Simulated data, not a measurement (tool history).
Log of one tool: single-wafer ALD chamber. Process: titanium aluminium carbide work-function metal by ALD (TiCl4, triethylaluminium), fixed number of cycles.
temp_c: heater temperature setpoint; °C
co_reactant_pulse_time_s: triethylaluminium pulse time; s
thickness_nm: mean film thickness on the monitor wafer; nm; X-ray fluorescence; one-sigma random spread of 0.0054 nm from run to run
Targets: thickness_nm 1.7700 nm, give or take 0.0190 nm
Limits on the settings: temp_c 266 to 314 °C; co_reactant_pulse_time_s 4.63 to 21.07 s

| run | day | temp_c | co_reactant_pulse_time_s | thickness_nm |
|---|---|---|---|---|
| 1 | 0.000 | 290 | 12.85 | 1.9580 |
| 2 | 0.183 | 290 | 16.17 | 1.9630 |
| 3 | 0.533 | 286 | 16.02 | 1.9386 |
| 4 | 0.838 | 282 | 14.82 | 1.9062 |
| 5 | 1.142 | 282 | 13.43 | 1.9061 |
| 6 | 1.458 | 279 | 11.76 | 1.8642 |
| 7 | 1.488 | 277 | 11.58 | 1.8542 |
| 8 | 1.708 | 275 | 11.31 | 1.8314 |
| 9 | 1.733 | 274 | 11.20 | 1.8242 |
| 10 | 1.838 | 273 | 11.11 | 1.8218 |
| 11 | 2.117 | 272 | 10.99 | 1.8055 |
| 12 | 2.404 | 271 | 10.94 | 1.7962 |

Of the 5 settings listed for the next run, only one would bring every result within its allowed miss of target. Which one?
| A | 2.692 | 272 | 12.45 | ? |
| B | 2.692 | 272 | 13.46 | ? |
| C | 2.692 | 275 | 10.66 | ? |
| D | 2.692 | 272 | 13.56 | ? |
| E | 2.692 | 268 | 10.78 | ? |

| move | thickness_nm |
|---|---|
| A | 1.8172 |
| B | 1.8231 |
| C | 1.8242 |
| D | 1.8236 |
| E | 1.7726 |
A: lands further from the targets than the last run did
B: lands further from the targets than the last run did
C: lands further from the targets than the last run did
D: lands further from the targets than the last run did
E: meets every target
The right move is E.
